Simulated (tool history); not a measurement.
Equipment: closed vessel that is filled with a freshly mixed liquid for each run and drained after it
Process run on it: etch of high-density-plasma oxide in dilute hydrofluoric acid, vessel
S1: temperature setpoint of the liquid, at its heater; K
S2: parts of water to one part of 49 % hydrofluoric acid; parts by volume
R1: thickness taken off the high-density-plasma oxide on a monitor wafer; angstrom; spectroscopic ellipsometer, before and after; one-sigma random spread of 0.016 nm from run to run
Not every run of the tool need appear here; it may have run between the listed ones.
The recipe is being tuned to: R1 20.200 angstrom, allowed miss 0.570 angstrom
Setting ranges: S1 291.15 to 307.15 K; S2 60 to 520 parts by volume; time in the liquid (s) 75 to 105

run 1 hour=0.0 | S1=299.15 S2=290 time_in_the_liquid_(s)=105 | R1=17.071
run 2 hour=5.8 | S1=300.15 S2=290 time_in_the_liquid_(s)=105 | R1=17.936
run 3 hour=10.7 | S1=300.15 S2=340 time_in_the_liquid_(s)=105 | R1=14.312
run 4 hour=18.0 | S1=301.65 S2=335 time_in_the_liquid_(s)=105 | R1=15.288
run 5 hour=19.6 | S1=302.65 S2=330 time_in_the_liquid_(s)=105 | R1=16.185
run 6 hour=22.0 | S1=302.65 S2=265 time_in_the_liquid_(s)=105 | R1=21.592
run 7 hour=25.8 | S1=302.15 S2=265 time_in_the_liquid_(s)=105 | R1=21.325
run 8 hour=32.7 | S1=302.15 S2=265 time_in_the_liquid_(s)=105 | R1=21.807
run 9 hour=37.8 | S1=301.65 S2=265 time_in_the_liquid_(s)=105 | R1=21.161

Next run, 4 choices. One meets every target within its allowed miss, the rest don't. Which?
run A hour=42.9 | S1=303.65 S2=290 time_in_the_liquid_(s)=105 | R1=?
run B hour=42.9 | S1=300.65 S2=235 time_in_the_liquid_(s)=95 | R1=?
run C hour=42.9 | S1=302.15 S2=260 time_in_the_liquid_(s)=105 | R1=?
run D hour=42.9 | S1=302.65 S2=270 time_in_the_liquid_(s)=105 | R1=?

move=A R1=20.002
move=B R1=21.484
move=C R1=21.965
move=D R1=21.266
A: in spec on every target
B: its largest miss is bigger than the last run's
C: its largest miss is bigger than the last run's
D: its largest miss is bigger than the last run's
Answer: A
